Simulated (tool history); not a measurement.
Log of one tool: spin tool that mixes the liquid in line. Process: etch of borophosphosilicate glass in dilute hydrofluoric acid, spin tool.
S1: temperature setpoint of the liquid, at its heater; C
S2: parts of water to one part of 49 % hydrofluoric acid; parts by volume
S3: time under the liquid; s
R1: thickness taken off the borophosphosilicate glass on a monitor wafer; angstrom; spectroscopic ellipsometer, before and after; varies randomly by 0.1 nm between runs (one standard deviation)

run 1 day=0 | S1=24 S2=85 S3=80 | R1=473.84
run 2 day=0.217 | S1=24 S2=85 S3=85 | R1=499.91
run 3 day=0.5 | S1=22 S2=95 S3=85 | R1=406.45
run 4 day=0.808 | S1=22 S2=115 S3=85 | R1=328.93
run 5 day=0.917 | S1=24.5 S2=115 S3=85 | R1=365.4
run 6 day=1.046 | S1=24.5 S2=115 S3=80 | R1=340.33
run 7 day=1.408 | S1=22 S2=115 S3=80 | R1=308.6

Forecast run 8:
run 8 day=1.608 | S1=20.5 S2=115 S3=80 | R1=?

R1: 292.2 angstrom
